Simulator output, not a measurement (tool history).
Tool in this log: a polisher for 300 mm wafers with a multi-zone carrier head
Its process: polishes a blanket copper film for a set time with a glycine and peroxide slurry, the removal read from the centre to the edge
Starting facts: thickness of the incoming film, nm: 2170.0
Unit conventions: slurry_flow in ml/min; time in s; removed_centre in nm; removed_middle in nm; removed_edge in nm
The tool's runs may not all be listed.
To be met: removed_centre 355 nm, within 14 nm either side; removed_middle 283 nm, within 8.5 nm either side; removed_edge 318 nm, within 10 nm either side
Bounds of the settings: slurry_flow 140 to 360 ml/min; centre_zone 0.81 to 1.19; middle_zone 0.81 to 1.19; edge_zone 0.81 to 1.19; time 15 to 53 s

run,hour,slurry_flow,centre_zone,middle_zone,edge_zone,time,removed_centre,removed_middle,removed_edge
1,0,230,1,1,1,34,219.73,218.14,221.67
2,1.3,230,1,0.94,1,34,220.32,205.98,224.68
3,6.6,230,1.03,0.94,1,34,229.75,203.49,221.44
4,12,230,1.03,0.94,0.95,34,223.04,208.31,217.02
5,12.8,230,1.06,0.94,0.95,34,235.95,211.11,217.68
6,17.5,235,1.07,0.95,0.99,36,250.24,220.82,234.29
7,22.6,245,1.09,0.96,1.02,38,265.44,234.79,254.84
8,25.8,245,1.11,0.95,1.02,40,292.26,246.8,264.98
9,29.1,250,1.12,0.96,1.04,41,302.71,259.48,274.28
10,37.9,255,1.13,0.96,1.07,42,307.88,266.64,289.44
11,42.3,260,1.14,0.95,1.07,43,327.24,265.81,296.02
12,43.9,265,1.15,0.96,1.08,43,324.12,275.31,292.96
13,51,260,1.15,0.95,1.08,44,337.85,271.28,301.62
14,57.7,265,1.15,0.95,1.09,44,334.04,277.32,306.25

Of the 5 settings listed for the next run, only one would bring every result within its allowed miss of target. Which one?
A,64.4,285,1.16,0.93,1.07,46,?,?,?
B,64.4,290,1.13,0.89,1.1,48,?,?,?
C,64.4,250,1.09,0.9,1.14,45,?,?,?
D,64.4,265,1.19,0.93,1,45,?,?,?
E,64.4,300,1.05,1.07,1.1,42,?,?,?

move,removed_centre,removed_middle,removed_edge
A,354.1,285.95,318.04
B,360.48,288.21,337.1
C,320.14,268.37,317.81
D,352.37,277.55,299.3
E,294.4,295.55,295.01
A: meets every target
B: puts the biggest miss on target and leaves a different result outside tolerance
C: the biggest miss grows against the last run
D: puts the biggest miss on target and leaves a different result outside tolerance
E: the biggest miss grows against the last run
A meets every target.
